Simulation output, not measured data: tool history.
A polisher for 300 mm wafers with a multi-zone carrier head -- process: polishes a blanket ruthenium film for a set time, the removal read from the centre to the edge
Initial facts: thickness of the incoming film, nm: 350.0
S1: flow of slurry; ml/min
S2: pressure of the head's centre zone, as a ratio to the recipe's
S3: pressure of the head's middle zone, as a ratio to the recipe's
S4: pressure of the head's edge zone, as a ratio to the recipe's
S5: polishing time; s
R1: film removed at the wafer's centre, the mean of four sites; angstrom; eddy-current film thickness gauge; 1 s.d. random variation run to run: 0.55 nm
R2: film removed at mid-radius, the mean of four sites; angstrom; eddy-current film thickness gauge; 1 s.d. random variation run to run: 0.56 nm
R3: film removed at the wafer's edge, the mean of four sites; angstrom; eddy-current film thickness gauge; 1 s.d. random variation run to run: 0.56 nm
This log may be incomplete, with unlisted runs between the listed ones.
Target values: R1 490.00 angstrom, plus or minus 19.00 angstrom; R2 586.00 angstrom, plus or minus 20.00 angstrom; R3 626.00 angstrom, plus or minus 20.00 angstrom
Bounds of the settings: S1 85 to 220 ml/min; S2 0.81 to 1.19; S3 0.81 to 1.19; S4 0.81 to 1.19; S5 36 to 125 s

| run | hour | S1 | S2 | S3 | S4 | S5 | R1 | R2 | R3 |
|---|---|---|---|---|---|---|---|---|---|
| 1 | 0.0 | 140 | 1.00 | 1.00 | 1.00 | 80 | 831.82 | 805.63 | 817.58 |
| 2 | 2.2 | 140 | 1.00 | 1.00 | 1.07 | 80 | 844.95 | 809.49 | 828.84 |
| 3 | 4.2 | 135 | 0.97 | 1.00 | 1.07 | 77 | 775.43 | 772.11 | 815.41 |
| 4 | 6.6 | 135 | 0.97 | 0.96 | 1.07 | 77 | 771.47 | 766.17 | 813.22 |
| 5 | 14.1 | 130 | 0.95 | 0.96 | 1.06 | 74 | 703.81 | 724.63 | 773.13 |
| 6 | 19.1 | 130 | 1.00 | 0.96 | 1.06 | 74 | 768.71 | 723.86 | 776.61 |
| 7 | 23.7 | 130 | 0.98 | 0.96 | 1.05 | 72 | 717.15 | 705.71 | 762.13 |
| 8 | 24.9 | 130 | 0.97 | 0.96 | 1.04 | 70 | 694.95 | 695.18 | 719.46 |
| 9 | 30.6 | 125 | 0.95 | 0.95 | 1.03 | 69 | 668.35 | 663.80 | 697.29 |

Of the 5 settings listed for the next run, only one would bring every result within its allowed miss of target. Which one?
| A | 36.3 | 155 | 1.12 | 0.99 | 1.03 | 74 | ? | ? | ? |
| B | 36.3 | 100 | 0.89 | 0.94 | 0.99 | 65 | ? | ? | ? |
| C | 36.3 | 110 | 0.82 | 0.94 | 1.03 | 69 | ? | ? | ? |
| D | 36.3 | 90 | 0.86 | 1.03 | 1.12 | 62 | ? | ? | ? |
| E | 36.3 | 105 | 0.85 | 1.06 | 1.11 | 65 | ? | ? | ? |

| move | R1 | R2 | R3 |
|---|---|---|---|
| A | 858.05 | 759.53 | 781.54 |
| B | 536.14 | 584.00 | 630.40 |
| C | 538.58 | 635.15 | 693.41 |
| D | 478.12 | 579.92 | 626.30 |
| E | 519.63 | 647.76 | 671.80 |
A: further off than the last run
B: nearer than the last run, and not there yet
C: nearer than the last run, and not there yet
D: every result lands within tolerance
E: nearer than the last run, and not there yet
Go with D: it meets all targets.
